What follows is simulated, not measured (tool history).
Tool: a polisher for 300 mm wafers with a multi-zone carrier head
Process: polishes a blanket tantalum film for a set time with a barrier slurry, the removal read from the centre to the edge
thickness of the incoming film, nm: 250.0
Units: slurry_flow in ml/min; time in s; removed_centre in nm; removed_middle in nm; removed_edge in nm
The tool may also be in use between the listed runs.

| run | hour | slurry_flow | centre_zone | middle_zone | edge_zone | slurry_solids | time | removed_centre | removed_middle | removed_edge |
|---|---|---|---|---|---|---|---|---|---|---|
| 1 | 0 | 225 | 1 | 1 | 1 | 1 | 52 | 45.894 | 46.065 | 48.607 |
| 2 | 1.9 | 225 | 1 | 1.04 | 1 | 1 | 52 | 45.121 | 47.561 | 48.856 |
| 3 | 9.9 | 220 | 0.97 | 1.01 | 0.99 | 0.9 | 49 | 40.675 | 43.559 | 44.426 |
| 4 | 16.1 | 220 | 0.97 | 1.01 | 0.99 | 0.75 | 49 | 39.427 | 41.944 | 43.609 |
| 5 | 22.3 | 220 | 0.92 | 1.01 | 0.99 | 0.75 | 49 | 37.369 | 42.169 | 43.296 |
| 6 | 27.5 | 170 | 0.92 | 1.01 | 0.99 | 0.75 | 49 | 35.513 | 39.526 | 41.801 |
| 7 | 30.2 | 170 | 0.92 | 1.01 | 0.99 | 0.75 | 49 | 36.191 | 39.861 | 41.886 |
| 8 | 31.2 | 165 | 0.91 | 0.99 | 0.98 | 0.7 | 46 | 32.941 | 36.727 | 37.705 |

The next listed run, before its measurement:
| 9 | 34.3 | 160 | 0.9 | 0.96 | 0.99 | 0.65 | 45 | ? | ? | ? |

removed_centre: 30.82 nm
removed_middle: 33.999 nm
removed_edge: 36.723 nm
